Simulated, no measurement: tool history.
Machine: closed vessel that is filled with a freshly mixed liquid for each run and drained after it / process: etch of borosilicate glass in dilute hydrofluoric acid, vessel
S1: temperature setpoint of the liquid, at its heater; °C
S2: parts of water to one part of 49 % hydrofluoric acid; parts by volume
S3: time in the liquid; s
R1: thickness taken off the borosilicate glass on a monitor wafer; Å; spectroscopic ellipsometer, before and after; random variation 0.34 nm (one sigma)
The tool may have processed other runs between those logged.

run,hour,S1,S2,S3,R1
1,0,23,135,220,545.08
2,2.8,23,95,220,805.54
3,7.8,23,95,235,865.96
4,12.6,22,95,235,829.76
5,20.4,21,95,235,798.06
6,22.2,21,95,220,746.15
7,29.8,20.5,95,220,731.72

Forecast run 8:
8,34.9,20,95,220,?

R1: 720.77 Å

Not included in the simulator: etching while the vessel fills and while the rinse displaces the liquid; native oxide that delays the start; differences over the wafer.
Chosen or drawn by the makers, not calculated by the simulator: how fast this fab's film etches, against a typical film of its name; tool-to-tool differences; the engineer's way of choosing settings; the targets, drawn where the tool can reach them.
